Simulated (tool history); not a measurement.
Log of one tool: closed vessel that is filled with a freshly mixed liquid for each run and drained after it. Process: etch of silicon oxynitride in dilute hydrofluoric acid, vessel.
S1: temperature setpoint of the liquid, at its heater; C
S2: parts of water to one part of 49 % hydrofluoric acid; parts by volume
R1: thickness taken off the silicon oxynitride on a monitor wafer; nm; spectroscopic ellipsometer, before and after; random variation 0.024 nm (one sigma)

Run 1, hour 0: S1 24 C, S2 280 parts by volume, time in the liquid (s) 1030. Result: R1 4.808 nm.
Run 2, hour 1.9: S1 27 C, S2 280 parts by volume, time in the liquid (s) 1030. Result: R1 5.4979 nm.
Run 3, hour 9: S1 27 C, S2 280 parts by volume, time in the liquid (s) 1030. Result: R1 5.4736 nm.
Run 4, hour 13.7: S1 27 C, S2 280 parts by volume, time in the liquid (s) 1030. Result: R1 5.4972 nm.
Run 5, hour 17.6: S1 27 C, S2 360 parts by volume, time in the liquid (s) 1030. Result: R1 3.9982 nm.
Run 6, hour 23: S1 27 C, S2 360 parts by volume, time in the liquid (s) 1030. Result: R1 4.0172 nm.
Run 7, hour 26.9: S1 26 C, S2 360 parts by volume, time in the liquid (s) 1030. Result: R1 3.8419 nm.
Run 8, hour 30.5: S1 22 C, S2 370 parts by volume, time in the liquid (s) 1030. Result: R1 3.1702 nm.
Run 9, hour 39.9: S1 21.5 C, S2 370 parts by volume, time in the liquid (s) 1030. Result: R1 3.0856 nm.
Run 10, hour 43.6: S1 21 C, S2 370 parts by volume, time in the liquid (s) 1030. Result: R1 3.0238 nm.

Run 11 comes next. What will it give?
Run 11, hour 46.5: S1 20.5 C, S2 370 parts by volume, time in the liquid (s) 1030. Result: R1 ?.

Run 11 gave R1 2.9837 nm.
